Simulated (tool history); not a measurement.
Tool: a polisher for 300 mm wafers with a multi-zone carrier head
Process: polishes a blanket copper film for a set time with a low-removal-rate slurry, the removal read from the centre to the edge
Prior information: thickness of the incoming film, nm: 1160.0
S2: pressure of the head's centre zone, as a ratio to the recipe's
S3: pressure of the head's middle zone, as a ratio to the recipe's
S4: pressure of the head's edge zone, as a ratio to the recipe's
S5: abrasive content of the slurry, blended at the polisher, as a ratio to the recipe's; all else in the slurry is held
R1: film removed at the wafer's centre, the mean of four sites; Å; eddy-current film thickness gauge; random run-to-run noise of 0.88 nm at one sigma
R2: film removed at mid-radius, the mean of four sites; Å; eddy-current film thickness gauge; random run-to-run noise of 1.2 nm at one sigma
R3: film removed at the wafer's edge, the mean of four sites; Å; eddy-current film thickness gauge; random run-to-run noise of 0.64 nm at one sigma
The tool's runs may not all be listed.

{"run": 1, "hour": 0.0, "flow of slurry (ml/min)": 300, "S2": 1.0, "S3": 1.0, "S4": 1.0, "S5": 1.0, "polishing time (s)": 49, "R1": 1092.3, "R2": 1126.9, "R3": 1097.4}
{"run": 2, "hour": 3.2, "flow of slurry (ml/min)": 300, "S2": 1.0, "S3": 1.0, "S4": 1.0, "S5": 1.0, "polishing time (s)": 56, "R1": 1237.9, "R2": 1261.9, "R3": 1248.7}
{"run": 3, "hour": 11.2, "flow of slurry (ml/min)": 300, "S2": 1.0, "S3": 0.94, "S4": 1.0, "S5": 1.0, "polishing time (s)": 56, "R1": 1235.1, "R2": 1226.6, "R3": 1251.5}
{"run": 4, "hour": 19.5, "flow of slurry (ml/min)": 305, "S2": 1.02, "S3": 0.98, "S4": 0.94, "S5": 0.85, "polishing time (s)": 53, "R1": 1154.7, "R2": 1192.3, "R3": 1136.9}
{"run": 5, "hour": 27.6, "flow of slurry (ml/min)": 310, "S2": 1.06, "S3": 0.99, "S4": 0.91, "S5": 0.75, "polishing time (s)": 50, "R1": 1100.3, "R2": 1093.4, "R3": 1020.6}
{"run": 6, "hour": 35.1, "flow of slurry (ml/min)": 310, "S2": 1.06, "S3": 0.93, "S4": 0.91, "S5": 0.75, "polishing time (s)": 50, "R1": 1100.6, "R2": 1016.8, "R3": 1021.6}
{"run": 7, "hour": 36.4, "flow of slurry (ml/min)": 305, "S2": 1.08, "S3": 0.96, "S4": 0.88, "S5": 0.65, "polishing time (s)": 49, "R1": 1072.1, "R2": 1004.2, "R3": 973.04}
{"run": 8, "hour": 44.3, "flow of slurry (ml/min)": 305, "S2": 1.09, "S3": 0.99, "S4": 0.86, "S5": 0.6, "polishing time (s)": 48, "R1": 1068.9, "R2": 987.92, "R3": 915.2}
{"run": 9, "hour": 45.3, "flow of slurry (ml/min)": 300, "S2": 1.08, "S3": 1.01, "S4": 0.85, "S5": 0.6, "polishing time (s)": 48, "R1": 1036.3, "R2": 1020.4, "R3": 918.62}

What does the tool deliver on the next run?
{"run": 10, "hour": 47.7, "flow of slurry (ml/min)": 300, "S2": 1.09, "S3": 1.02, "S4": 0.84, "S5": 0.6, "polishing time (s)": 48, "R1": "?", "R2": "?", "R3": "?"}

Run 10 gave R1 1039.4 Å, R2 1022.00 Å, R3 906.17 Å.
